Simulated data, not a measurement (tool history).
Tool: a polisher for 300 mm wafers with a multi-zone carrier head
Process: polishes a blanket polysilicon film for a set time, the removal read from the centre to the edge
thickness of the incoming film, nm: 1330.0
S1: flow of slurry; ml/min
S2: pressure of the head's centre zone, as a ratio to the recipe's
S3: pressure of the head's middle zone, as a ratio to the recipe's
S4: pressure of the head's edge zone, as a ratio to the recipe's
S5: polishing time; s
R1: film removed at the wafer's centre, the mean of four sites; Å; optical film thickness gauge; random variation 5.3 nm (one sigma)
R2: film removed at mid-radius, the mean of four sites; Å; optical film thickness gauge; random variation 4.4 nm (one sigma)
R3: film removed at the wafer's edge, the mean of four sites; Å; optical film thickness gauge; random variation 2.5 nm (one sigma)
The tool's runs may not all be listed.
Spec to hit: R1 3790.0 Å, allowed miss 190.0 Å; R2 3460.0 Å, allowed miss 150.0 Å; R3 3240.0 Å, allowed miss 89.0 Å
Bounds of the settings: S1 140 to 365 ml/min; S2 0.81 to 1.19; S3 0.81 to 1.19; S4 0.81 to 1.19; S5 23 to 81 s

run 1 hour=0.0 | S1=235 S2=1.00 S3=1.00 S4=1.00 S5=52 | R1=3914.9 R2=3985.7 R3=3860.4
run 2 hour=4.8 | S1=235 S2=1.01 S3=0.99 S4=0.98 S5=51 | R1=3962.3 R2=3968.2 R3=3748.6
run 3 hour=12.5 | S1=235 S2=1.01 S3=0.99 S4=0.98 S5=60 | R1=4629.0 R2=4544.6 R3=4461.0
run 4 hour=18.8 | S1=235 S2=1.01 S3=0.98 S4=0.96 S5=58 | R1=4504.7 R2=4384.8 R3=4214.3
run 5 hour=20.4 | S1=235 S2=1.01 S3=0.90 S4=0.96 S5=58 | R1=4447.4 R2=4081.4 R3=4220.4
run 6 hour=27.7 | S1=235 S2=1.01 S3=0.90 S4=0.96 S5=67 | R1=5152.0 R2=4761.1 R3=4927.4
run 7 hour=29.5 | S1=235 S2=1.01 S3=0.90 S4=0.94 S5=64 | R1=4786.6 R2=4545.4 R3=4654.5
run 8 hour=33.1 | S1=235 S2=1.02 S3=0.90 S4=0.93 S5=62 | R1=4860.7 R2=4400.5 R3=4470.3
run 9 hour=34.2 | S1=235 S2=1.02 S3=0.90 S4=0.92 S5=60 | R1=4724.1 R2=4343.6 R3=4337.4
run 10 hour=37.2 | S1=235 S2=1.02 S3=0.90 S4=0.91 S5=58 | R1=4484.5 R2=4140.7 R3=4094.8

Of the 4 settings listed for the next run, only one would bring every result within its allowed miss of target. Which one?
run A hour=40.2 | S1=245 S2=0.95 S3=1.03 S4=0.87 S5=47 | R1=? R2=? R3=?
run B hour=40.2 | S1=240 S2=0.95 S3=0.94 S4=0.81 S5=51 | R1=? R2=? R3=?
run C hour=40.2 | S1=235 S2=0.94 S3=0.86 S4=1.00 S5=46 | R1=? R2=? R3=?
run D hour=40.2 | S1=230 S2=1.06 S3=0.96 S4=0.87 S5=46 | R1=? R2=? R3=?

move=A R1=3433.2 R2=3714.0 R3=3316.4
move=B R1=3711.9 R2=3721.7 R3=3488.0
move=C R1=3300.3 R2=3108.8 R3=3447.4
move=D R1=3715.5 R2=3394.8 R3=3228.4
A: gets the furthest-off result to its target, but another result is out of tolerance
B: nearer than the last run, and not there yet
C: nearer than the last run, and not there yet
D: every result within its allowed miss
Move D is the one to make.
